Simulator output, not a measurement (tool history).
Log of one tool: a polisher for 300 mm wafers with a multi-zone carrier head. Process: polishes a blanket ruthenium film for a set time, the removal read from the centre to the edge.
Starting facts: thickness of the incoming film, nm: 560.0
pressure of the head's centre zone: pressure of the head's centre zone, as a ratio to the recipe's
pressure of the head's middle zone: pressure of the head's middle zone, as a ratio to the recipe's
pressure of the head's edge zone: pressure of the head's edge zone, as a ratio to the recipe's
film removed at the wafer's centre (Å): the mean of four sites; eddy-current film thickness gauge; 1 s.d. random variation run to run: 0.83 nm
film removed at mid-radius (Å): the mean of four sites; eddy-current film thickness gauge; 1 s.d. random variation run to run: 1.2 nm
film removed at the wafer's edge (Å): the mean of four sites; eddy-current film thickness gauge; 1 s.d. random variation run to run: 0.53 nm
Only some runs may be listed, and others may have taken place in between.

run	hour	flow of slurry (ml/min)	pressure of the head's centre zone	pressure of the head's middle zone	pressure of the head's edge zone	polishing time (s)	film removed at the wafer's centre (Å)	film removed at mid-radius (Å)	film removed at the wafer's edge (Å)
1	0.0	270	1.00	1.00	1.00	63	629.39	632.41	633.50
2	8.6	275	1.01	1.02	1.01	64	643.88	659.81	656.67
3	12.8	275	1.01	1.02	1.07	64	645.35	664.69	665.74
4	16.6	280	1.02	1.03	1.08	65	662.44	663.99	677.28
5	17.5	250	1.02	1.03	1.08	65	662.16	661.57	678.41
6	20.2	250	1.02	1.03	1.08	73	723.63	742.47	756.31
7	25.9	255	1.03	1.05	1.09	74	764.69	778.55	767.31

For run 8, what comes out?
8	34.5	260	1.03	1.06	1.10	75	?	?	?

Run 8 yielded film removed at the wafer's centre (Å) 768.71, film removed at mid-radius (Å) 784.99, film removed at the wafer's edge (Å) 794.89.
